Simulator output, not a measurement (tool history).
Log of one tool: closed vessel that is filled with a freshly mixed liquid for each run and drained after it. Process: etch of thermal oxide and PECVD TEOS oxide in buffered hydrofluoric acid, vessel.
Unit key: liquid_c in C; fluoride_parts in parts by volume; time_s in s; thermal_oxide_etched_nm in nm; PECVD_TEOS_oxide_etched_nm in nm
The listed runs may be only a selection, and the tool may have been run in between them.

run,day,liquid_c,fluoride_parts,time_s,thermal_oxide_etched_nm,PECVD_TEOS_oxide_etched_nm
1,0,25,9.5,60,73.548,156.62
2,0.038,23.5,10,60,65.499,141.07
3,0.246,22.5,10.5,60,58.075,125.86
4,0.517,22.5,12,60,51.445,109.2
5,0.6,24,12,60,57.336,120.32
6,0.925,23,12,60,52.804,114.47
7,0.962,22.5,12,60,51.894,110.52
8,1.292,22,12,60,50.335,107.56
9,1.65,21.5,12,60,48.347,106.02

Run 10 has not been measured yet. What should we expect?
10,1.996,21.5,12.5,60,?,?

Run 10 produced thermal_oxide_etched_nm 48.094 nm, PECVD_TEOS_oxide_etched_nm 101.13 nm.

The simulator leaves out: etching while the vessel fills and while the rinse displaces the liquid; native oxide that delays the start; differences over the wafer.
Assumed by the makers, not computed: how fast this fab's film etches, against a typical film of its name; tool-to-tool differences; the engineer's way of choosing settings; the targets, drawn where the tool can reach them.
